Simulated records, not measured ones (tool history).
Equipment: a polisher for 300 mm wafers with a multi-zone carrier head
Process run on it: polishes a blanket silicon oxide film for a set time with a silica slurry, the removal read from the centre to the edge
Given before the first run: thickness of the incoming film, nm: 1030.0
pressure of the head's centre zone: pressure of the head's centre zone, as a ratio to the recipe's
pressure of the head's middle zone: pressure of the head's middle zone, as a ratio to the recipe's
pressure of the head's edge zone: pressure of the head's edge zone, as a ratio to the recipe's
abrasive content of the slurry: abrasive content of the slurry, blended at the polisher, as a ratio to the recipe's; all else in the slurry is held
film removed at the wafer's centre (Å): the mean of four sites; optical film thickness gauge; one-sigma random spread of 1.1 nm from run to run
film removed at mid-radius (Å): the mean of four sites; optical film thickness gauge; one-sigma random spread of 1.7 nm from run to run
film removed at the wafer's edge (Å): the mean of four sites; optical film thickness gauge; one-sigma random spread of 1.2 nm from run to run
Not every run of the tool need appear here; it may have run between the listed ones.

run	hour	flow of slurry (ml/min)	pressure of the head's centre zone	pressure of the head's middle zone	pressure of the head's edge zone	abrasive content of the slurry	polishing time (s)	film removed at the wafer's centre (Å)	film removed at mid-radius (Å)	film removed at the wafer's edge (Å)
1	0.0	310	1.00	1.00	1.00	1.00	48	2149.0	2155.9	2151.0
2	2.8	310	1.00	1.00	1.05	1.00	48	2117.1	2188.0	2179.5
3	11.3	305	0.95	1.01	1.03	0.85	43	1657.2	1784.0	1814.6
4	14.8	305	0.95	1.01	1.07	0.85	43	1665.4	1791.5	1840.8
5	18.1	305	0.92	1.04	1.03	0.75	40	1447.5	1571.4	1607.4
6	20.2	300	0.88	1.09	1.00	0.65	39	1217.6	1526.2	1430.4
7	21.7	295	0.87	1.07	0.96	0.60	39	1181.8	1415.2	1340.4
8	24.3	285	0.85	1.06	0.94	0.60	39	1139.8	1426.7	1337.7
9	29.7	285	0.86	1.02	0.90	0.50	38	1027.0	1255.9	1165.6
10	31.4	290	0.86	1.03	0.92	0.50	38	1048.3	1237.5	1175.7

Run 11, settings as shown, results not yet in. Your forecast:
11	39.8	300	0.82	1.08	0.96	0.60	38	?	?	?

Run 11 measured film removed at the wafer's centre (Å) 1067.1, film removed at mid-radius (Å) 1420.9, film removed at the wafer's edge (Å) 1307.9.
